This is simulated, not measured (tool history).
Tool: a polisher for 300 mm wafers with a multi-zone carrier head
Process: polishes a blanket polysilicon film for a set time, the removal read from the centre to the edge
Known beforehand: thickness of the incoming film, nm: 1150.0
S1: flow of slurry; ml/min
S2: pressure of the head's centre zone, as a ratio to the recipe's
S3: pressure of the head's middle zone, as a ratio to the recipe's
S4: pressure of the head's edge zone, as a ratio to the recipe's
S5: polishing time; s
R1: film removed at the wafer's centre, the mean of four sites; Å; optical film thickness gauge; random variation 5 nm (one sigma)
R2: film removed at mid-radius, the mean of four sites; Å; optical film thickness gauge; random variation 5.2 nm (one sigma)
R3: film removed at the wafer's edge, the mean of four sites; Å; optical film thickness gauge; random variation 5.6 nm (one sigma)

run	hour	S1	S2	S3	S4	S5	R1	R2	R3
1	0.0	285	1.00	1.00	1.00	41	3705.7	3698.0	3739.6
2	5.8	285	0.92	1.00	1.00	41	3475.0	3666.0	3701.2
3	7.9	285	0.92	1.00	1.00	36	2992.2	3168.2	3242.0
4	16.7	290	0.95	1.01	1.00	37	3245.8	3347.0	3407.4
5	25.4	300	0.98	1.03	1.00	38	3454.3	3503.0	3486.4
6	32.8	300	0.98	1.03	1.00	43	3916.4	3983.4	3889.3
7	36.6	300	0.98	1.03	1.00	43	3914.7	3981.9	3893.1
8	39.3	335	1.08	1.13	1.10	48	4817.7	4835.9	4621.1
9	46.0	340	1.09	1.13	1.10	48	4977.3	4801.6	4559.0
10	54.5	345	1.09	1.13	1.10	48	4824.3	4946.4	4629.8

What will run 11 give?
11	58.6	340	1.10	1.13	1.10	48	?	?	?

R1: 4871.7 Å
R2: 4811.6 Å
R3: 4735.5 Å

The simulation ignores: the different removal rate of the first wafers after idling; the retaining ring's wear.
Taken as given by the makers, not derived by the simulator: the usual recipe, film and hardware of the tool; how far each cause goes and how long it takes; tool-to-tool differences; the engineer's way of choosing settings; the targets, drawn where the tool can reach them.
